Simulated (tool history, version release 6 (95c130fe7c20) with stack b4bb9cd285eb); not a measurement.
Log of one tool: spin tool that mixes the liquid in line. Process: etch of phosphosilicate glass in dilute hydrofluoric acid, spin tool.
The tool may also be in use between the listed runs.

run	day	temperature setpoint of the liquid (K)	parts of water to one part of 49 % hydrofluoric acid (parts by volume)	time under the liquid (s)	thickness taken off the phosphosilicate glass on a monitor wafer (nm)
1	0.000	296.15	235	45	19.908
2	0.079	296.15	305	45	14.439
3	0.200	298.15	305	45	15.424
4	0.446	298.15	305	45	15.307
5	0.796	299.65	275	45	18.609
6	0.842	299.65	215	45	25.233

Forecast run 7:
7	1.179	300.65	215	45	?

{"run 7": {"thickness taken off the phosphosilicate glass on a monitor wafer (nm)": 25.865}}

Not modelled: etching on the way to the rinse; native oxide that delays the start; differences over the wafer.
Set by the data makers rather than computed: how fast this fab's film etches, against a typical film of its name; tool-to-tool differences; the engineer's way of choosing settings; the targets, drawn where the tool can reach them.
